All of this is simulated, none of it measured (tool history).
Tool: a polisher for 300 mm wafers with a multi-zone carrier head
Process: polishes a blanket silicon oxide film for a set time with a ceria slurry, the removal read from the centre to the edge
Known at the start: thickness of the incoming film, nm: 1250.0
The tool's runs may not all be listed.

run	hour	flow of slurry (ml/min)	pressure of the head's centre zone	pressure of the head's middle zone	pressure of the head's edge zone	polishing time (s)	film removed at the wafer's centre (nm)	film removed at mid-radius (nm)	film removed at the wafer's edge (nm)
1	0	190	1	1	1	58	211.81	212.19	209.8
2	2.9	185	1	0.99	0.96	53	189.54	189.3	189.42
3	9.9	185	1.02	1	0.93	49	184.25	179.72	172.15
4	18.6	180	1.02	0.99	0.9	47	172.68	168.35	162.91
5	21.8	210	1.02	0.99	0.9	47	180.01	174.18	163.67
6	26.9	210	1.02	0.99	0.96	47	177.64	173.29	170.45

Estimate the outcome of run 7 from the log above:
7	31.9	205	1.02	0.98	0.93	46	?	?	?

Run 7 yielded film removed at the wafer's centre (nm) 174.3, film removed at mid-radius (nm) 166.47, film removed at the wafer's edge (nm) 162.89.

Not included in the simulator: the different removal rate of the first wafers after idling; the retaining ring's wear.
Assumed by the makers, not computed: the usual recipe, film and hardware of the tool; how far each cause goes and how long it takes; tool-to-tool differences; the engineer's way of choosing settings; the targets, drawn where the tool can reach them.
